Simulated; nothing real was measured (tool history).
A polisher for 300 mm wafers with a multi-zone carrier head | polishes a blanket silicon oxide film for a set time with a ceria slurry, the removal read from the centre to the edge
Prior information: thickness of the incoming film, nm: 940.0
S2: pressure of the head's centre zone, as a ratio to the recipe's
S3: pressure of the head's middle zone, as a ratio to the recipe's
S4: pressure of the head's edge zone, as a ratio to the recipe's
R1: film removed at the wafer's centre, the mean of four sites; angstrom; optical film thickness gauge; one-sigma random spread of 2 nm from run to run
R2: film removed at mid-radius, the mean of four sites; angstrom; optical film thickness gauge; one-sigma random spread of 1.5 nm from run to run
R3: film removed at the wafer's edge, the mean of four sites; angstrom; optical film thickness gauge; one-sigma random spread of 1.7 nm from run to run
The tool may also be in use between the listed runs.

run 1 hour=0.0 | flow_of_slurry_(ml/min)=130 S2=1.00 S3=1.00 S4=1.00 polishing_time_(s)=54 | R1=2076.9 R2=2054.2 R3=2079.5
run 2 hour=2.4 | flow_of_slurry_(ml/min)=130 S2=1.00 S3=1.00 S4=1.00 polishing_time_(s)=42 | R1=1613.3 R2=1598.6 R3=1626.6
run 3 hour=8.9 | flow_of_slurry_(ml/min)=120 S2=0.99 S3=1.02 S4=0.96 polishing_time_(s)=41 | R1=1536.9 R2=1537.4 R3=1550.0
run 4 hour=11.8 | flow_of_slurry_(ml/min)=120 S2=0.98 S3=1.05 S4=0.93 polishing_time_(s)=40 | R1=1513.9 R2=1533.7 R3=1485.3
run 5 hour=19.5 | flow_of_slurry_(ml/min)=120 S2=0.96 S3=1.07 S4=0.92 polishing_time_(s)=40 | R1=1486.3 R2=1582.7 R3=1490.1
run 6 hour=24.8 | flow_of_slurry_(ml/min)=120 S2=0.96 S3=1.07 S4=0.92 polishing_time_(s)=30 | R1=1088.0 R2=1185.7 R3=1090.5
run 7 hour=30.9 | flow_of_slurry_(ml/min)=120 S2=0.98 S3=1.09 S4=0.95 polishing_time_(s)=33 | R1=1193.1 R2=1322.9 R3=1255.6
run 8 hour=38.3 | flow_of_slurry_(ml/min)=135 S2=1.01 S3=1.11 S4=0.95 polishing_time_(s)=34 | R1=1323.2 R2=1402.3 R3=1306.1
run 9 hour=45.4 | flow_of_slurry_(ml/min)=135 S2=1.01 S3=1.11 S4=0.95 polishing_time_(s)=34 | R1=1347.0 R2=1427.1 R3=1286.1
run 10 hour=48.8 | flow_of_slurry_(ml/min)=140 S2=1.01 S3=1.11 S4=0.98 polishing_time_(s)=35 | R1=1382.0 R2=1478.6 R3=1361.5

What will run 11 give?
run 11 hour=56.2 | flow_of_slurry_(ml/min)=145 S2=1.01 S3=1.11 S4=0.99 polishing_time_(s)=35 | R1=? R2=? R3=?

R1: 1406.4 angstrom
R2: 1484.4 angstrom
R3: 1366.3 angstrom
